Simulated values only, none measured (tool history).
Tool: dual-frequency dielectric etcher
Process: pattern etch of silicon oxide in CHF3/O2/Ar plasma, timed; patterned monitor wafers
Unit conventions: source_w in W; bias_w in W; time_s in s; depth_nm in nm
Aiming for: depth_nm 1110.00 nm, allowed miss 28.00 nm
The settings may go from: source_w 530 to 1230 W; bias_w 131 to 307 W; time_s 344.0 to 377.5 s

run  hour  source_w  bias_w  time_s  depth_nm
  1   0.0       880     219   377.5    939.68
  2   2.2       960     227   377.5    994.66
  3   6.9       830     227   377.5    920.08
  4  13.4       830     227   344.0    838.98
  5  21.4       830     261   344.0    898.56
  6  23.9       830     261   377.5    983.78
  7  25.8       880     263   377.5   1003.00
  8  33.6       920     265   377.5   1024.80

Next run, 4 choices. One meets every target within its allowed miss, the rest don't. Which?
  A  41.4      1120     307   377.5         ?
  B  41.4       980     295   377.5         ?
  C  41.4       890     246   344.0         ?
  D  41.4      1150     282   377.5         ?

move  depth_nm
   A   1185.20
   B   1106.30
   C    900.42
   D   1156.80
A: takes the biggest miss from the last run beyond its target
B: each result inside its tolerance
C: its largest miss is bigger than the last run's
D: takes the biggest miss from the last run beyond its target
Correct choice: B, which meets every target
